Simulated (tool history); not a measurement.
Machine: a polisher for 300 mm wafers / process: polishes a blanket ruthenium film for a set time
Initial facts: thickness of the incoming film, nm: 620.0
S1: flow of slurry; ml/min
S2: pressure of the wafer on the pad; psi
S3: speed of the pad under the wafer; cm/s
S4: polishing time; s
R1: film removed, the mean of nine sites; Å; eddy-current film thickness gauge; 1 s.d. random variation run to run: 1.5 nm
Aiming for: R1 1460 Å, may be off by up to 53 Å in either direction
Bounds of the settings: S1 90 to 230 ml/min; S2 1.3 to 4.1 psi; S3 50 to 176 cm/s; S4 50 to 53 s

run	hour	S1	S2	S3	S4	R1
1	0	150	2.7	112	50	869.16
2	7.4	175	2.7	112	50	870.89
3	10.2	200	2.7	112	50	914.12
4	13.2	220	2.7	112	50	929.37
5	19.2	220	2.7	112	53	959.74
6	20	220	2.9	112	53	1039
7	27	220	3.1	112	53	1090.6
8	27.8	220	3.3	112	53	1145.4
9	30.5	220	3.4	112	53	1214.2
10	32.7	220	3.5	112	53	1219.2
11	40.6	220	3.6	112	53	1278.2
12	47.3	220	3.7	112	53	1304.7

5 next moves are on the table. One of them brings every result within its allowed miss. Which?
A	54	230	4	114	53	?
B	54	230	3.7	106	51	?
C	54	215	4	104	53	?
D	54	230	3.6	114	53	?
E	54	230	3	142	53	?

move	R1
A	1434.1
B	1200
C	1313.2
D	1293.7
E	1316.1
A: in spec on every target
B: the biggest miss grows against the last run
C: gains on the last run, yet a result remains outside its allowed miss
D: the biggest miss grows against the last run
E: gains on the last run, yet a result remains outside its allowed miss
A is the move that brings every result within its allowed miss.
